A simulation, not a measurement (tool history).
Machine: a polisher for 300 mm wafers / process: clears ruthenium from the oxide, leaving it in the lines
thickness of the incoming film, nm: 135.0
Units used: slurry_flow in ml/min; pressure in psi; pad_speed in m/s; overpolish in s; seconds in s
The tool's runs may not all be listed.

{"run": 1, "hour": 0.0, "slurry_flow": 255, "pressure": 1.7, "pad_speed": 0.92, "overpolish": 21, "seconds": 191.47}
{"run": 2, "hour": 5.3, "slurry_flow": 255, "pressure": 1.8, "pad_speed": 0.92, "overpolish": 21, "seconds": 184.93}
{"run": 3, "hour": 11.3, "slurry_flow": 255, "pressure": 1.6, "pad_speed": 0.92, "overpolish": 21, "seconds": 205.97}
{"run": 4, "hour": 12.3, "slurry_flow": 255, "pressure": 1.6, "pad_speed": 0.92, "overpolish": 21, "seconds": 206.12}
{"run": 5, "hour": 17.5, "slurry_flow": 305, "pressure": 1.6, "pad_speed": 0.92, "overpolish": 21, "seconds": 204.14}
{"run": 6, "hour": 21.4, "slurry_flow": 335, "pressure": 1.6, "pad_speed": 0.92, "overpolish": 21, "seconds": 203.82}

For run 7, what comes out?
{"run": 7, "hour": 23.2, "slurry_flow": 335, "pressure": 1.8, "pad_speed": 0.92, "overpolish": 21, "seconds": "?"}

{"run 7": {"seconds": 181.38}}
